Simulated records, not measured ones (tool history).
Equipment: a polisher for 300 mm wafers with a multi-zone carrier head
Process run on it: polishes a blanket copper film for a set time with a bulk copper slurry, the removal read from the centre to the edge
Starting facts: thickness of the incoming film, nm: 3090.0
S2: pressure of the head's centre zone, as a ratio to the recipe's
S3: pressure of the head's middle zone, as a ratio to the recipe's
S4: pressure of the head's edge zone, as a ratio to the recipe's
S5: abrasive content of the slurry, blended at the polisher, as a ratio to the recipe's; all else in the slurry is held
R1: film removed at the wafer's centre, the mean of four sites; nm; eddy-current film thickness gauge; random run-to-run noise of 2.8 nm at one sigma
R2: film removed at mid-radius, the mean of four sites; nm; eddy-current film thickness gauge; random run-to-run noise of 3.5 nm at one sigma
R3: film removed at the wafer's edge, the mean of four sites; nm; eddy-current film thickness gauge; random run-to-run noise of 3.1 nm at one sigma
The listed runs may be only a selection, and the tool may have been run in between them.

{"run": 1, "day": 0.0, "flow of slurry (ml/min)": 125, "S2": 1.0, "S3": 1.0, "S4": 1.0, "S5": 1.0, "polishing time (s)": 66, "R1": 622.8, "R2": 639.9, "R3": 675.7}
{"run": 2, "day": 0.175, "flow of slurry (ml/min)": 125, "S2": 1.0, "S3": 1.0, "S4": 1.0, "S5": 1.0, "polishing time (s)": 60, "R1": 569.99, "R2": 567.32, "R3": 616.83}
{"run": 3, "day": 0.462, "flow of slurry (ml/min)": 125, "S2": 1.0, "S3": 1.0, "S4": 1.0, "S5": 1.0, "polishing time (s)": 67, "R1": 641.1, "R2": 649.6, "R3": 677.81}
{"run": 4, "day": 0.729, "flow of slurry (ml/min)": 125, "S2": 1.0, "S3": 1.0, "S4": 0.92, "S5": 1.0, "polishing time (s)": 67, "R1": 640.11, "R2": 631.67, "R3": 666.97}
{"run": 5, "day": 1.004, "flow of slurry (ml/min)": 155, "S2": 1.0, "S3": 1.0, "S4": 0.92, "S5": 1.0, "polishing time (s)": 67, "R1": 684.32, "R2": 677.72, "R3": 688.15}
{"run": 6, "day": 1.258, "flow of slurry (ml/min)": 155, "S2": 1.08, "S3": 1.0, "S4": 0.92, "S5": 1.0, "polishing time (s)": 67, "R1": 736.4, "R2": 675.33, "R3": 690.16}
{"run": 7, "day": 1.421, "flow of slurry (ml/min)": 150, "S2": 1.07, "S3": 0.99, "S4": 0.91, "S5": 0.95, "polishing time (s)": 64, "R1": 686.27, "R2": 623.52, "R3": 650.13}
{"run": 8, "day": 1.717, "flow of slurry (ml/min)": 145, "S2": 1.06, "S3": 0.99, "S4": 0.9, "S5": 0.9, "polishing time (s)": 61, "R1": 635.46, "R2": 586.42, "R3": 591.37}
{"run": 9, "day": 1.996, "flow of slurry (ml/min)": 135, "S2": 1.04, "S3": 0.97, "S4": 0.9, "S5": 0.85, "polishing time (s)": 60, "R1": 593.92, "R2": 550.64, "R3": 574.95}
{"run": 10, "day": 2.221, "flow of slurry (ml/min)": 130, "S2": 1.03, "S3": 0.96, "S4": 0.89, "S5": 0.8, "polishing time (s)": 59, "R1": 571.19, "R2": 517.98, "R3": 549.77}
{"run": 11, "day": 2.512, "flow of slurry (ml/min)": 125, "S2": 1.02, "S3": 0.95, "S4": 0.88, "S5": 0.75, "polishing time (s)": 58, "R1": 534.15, "R2": 501.36, "R3": 530.51}
{"day": 2.575, "done": "slurry nozzle cleaned"}
{"run": 12, "day": 2.575, "flow of slurry (ml/min)": 120, "S2": 1.02, "S3": 0.94, "S4": 0.87, "S5": 0.7, "polishing time (s)": 57, "R1": 574.2, "R2": 523.55, "R3": 544.4}
{"run": 13, "day": 2.904, "flow of slurry (ml/min)": 120, "S2": 1.01, "S3": 0.93, "S4": 0.87, "S5": 0.7, "polishing time (s)": 55, "R1": 553.32, "R2": 498.4, "R3": 525.54}
{"run": 14, "day": 2.983, "flow of slurry (ml/min)": 95, "S2": 0.91, "S3": 0.85, "S4": 0.82, "S5": 0.5, "polishing time (s)": 44, "R1": 349.52, "R2": 333.4, "R3": 370.05}
{"run": 15, "day": 3.196, "flow of slurry (ml/min)": 100, "S2": 0.91, "S3": 0.85, "S4": 0.83, "S5": 0.5, "polishing time (s)": 44, "R1": 356.17, "R2": 335.6, "R3": 379.7}
{"run": 16, "day": 3.442, "flow of slurry (ml/min)": 105, "S2": 0.91, "S3": 0.85, "S4": 0.83, "S5": 0.5, "polishing time (s)": 44, "R1": 357.88, "R2": 338.37, "R3": 378.14}
{"run": 17, "day": 3.796, "flow of slurry (ml/min)": 110, "S2": 0.91, "S3": 0.85, "S4": 0.84, "S5": 0.5, "polishing time (s)": 44, "R1": 361.24, "R2": 346.16, "R3": 380.0}

Predict the results of run 18:
{"run": 18, "day": 4.162, "flow of slurry (ml/min)": 110, "S2": 0.91, "S3": 0.85, "S4": 0.84, "S5": 0.5, "polishing time (s)": 44, "R1": "?", "R2": "?", "R3": "?"}

{"run 18": {"R1": 360.67, "R2": 346.58, "R3": 386.95}}
